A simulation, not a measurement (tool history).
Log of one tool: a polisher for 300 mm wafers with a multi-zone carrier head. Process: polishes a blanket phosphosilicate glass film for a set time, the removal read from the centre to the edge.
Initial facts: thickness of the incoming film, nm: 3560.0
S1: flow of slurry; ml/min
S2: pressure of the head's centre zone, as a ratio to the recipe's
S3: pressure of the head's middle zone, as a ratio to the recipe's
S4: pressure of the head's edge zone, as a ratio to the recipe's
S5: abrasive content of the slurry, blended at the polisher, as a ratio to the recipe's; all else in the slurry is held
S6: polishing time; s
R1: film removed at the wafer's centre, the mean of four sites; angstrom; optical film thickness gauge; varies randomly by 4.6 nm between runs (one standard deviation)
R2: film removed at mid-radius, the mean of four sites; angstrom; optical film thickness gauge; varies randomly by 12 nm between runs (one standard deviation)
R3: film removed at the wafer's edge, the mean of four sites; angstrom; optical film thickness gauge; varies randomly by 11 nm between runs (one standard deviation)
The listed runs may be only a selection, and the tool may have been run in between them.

Run 1, day 0.000: S1 150 ml/min, S2 1.00, S3 1.00, S4 1.00, S5 1.00, S6 54 s. Result: R1 5935.9 angstrom, R2 5951.3 angstrom, R3 5863.5 angstrom.
Run 2, day 0.229: S1 150 ml/min, S2 1.00, S3 1.00, S4 1.04, S5 1.00, S6 54 s. Result: R1 5902.0 angstrom, R2 6071.6 angstrom, R3 5966.5 angstrom.
Run 3, day 0.604: S1 155 ml/min, S2 0.99, S3 1.02, S4 1.06, S5 1.10, S6 54 s. Result: R1 6118.3 angstrom, R2 6496.1 angstrom, R3 6418.7 angstrom.
Run 4, day 0.812: S1 155 ml/min, S2 0.99, S3 1.02, S4 1.06, S5 1.10, S6 61 s. Result: R1 6998.0 angstrom, R2 7072.2 angstrom, R3 7193.1 angstrom.
Run 5, day 1.158: S1 155 ml/min, S2 0.99, S3 1.02, S4 1.03, S5 1.10, S6 61 s. Result: R1 6992.4 angstrom, R2 7266.7 angstrom, R3 7177.0 angstrom.
Run 6, day 1.188: S1 160 ml/min, S2 0.98, S3 1.05, S4 1.04, S5 1.10, S6 61 s. Result: R1 7008.4 angstrom, R2 7395.9 angstrom, R3 7105.9 angstrom.
Run 7, day 1.408: S1 155 ml/min, S2 0.88, S3 1.15, S4 1.08, S5 1.35, S6 62 s. Result: R1 6932.8 angstrom, R2 9025.4 angstrom, R3 7818.0 angstrom.

Expected results for the next run?
Run 8, day 1.546: S1 160 ml/min, S2 0.88, S3 1.15, S4 1.09, S5 1.35, S6 62 s. Result: R1 ?, R2 ?, R3 ?.

R1: 6951.0 angstrom
R2: 8918.1 angstrom
R3: 8218.4 angstrom
